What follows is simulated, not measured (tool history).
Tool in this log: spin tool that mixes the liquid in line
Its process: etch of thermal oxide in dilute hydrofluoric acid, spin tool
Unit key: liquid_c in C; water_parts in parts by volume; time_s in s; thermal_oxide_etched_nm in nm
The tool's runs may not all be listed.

run,hour,liquid_c,water_parts,time_s,thermal_oxide_etched_nm
1,0.0,20.0,165,85,1.9566
2,4.7,22.5,155,85,2.3238
3,12.1,22.5,180,85,1.9424
4,16.6,22.5,145,85,2.4765
5,18.0,26.0,145,85,2.8605
6,19.6,26.5,140,85,3.0206
7,28.1,26.5,140,85,3.0411

Estimate the outcome of run 8 from the log above:
8,32.7,27.0,140,85,?

thermal_oxide_etched_nm: 3.0908 nm
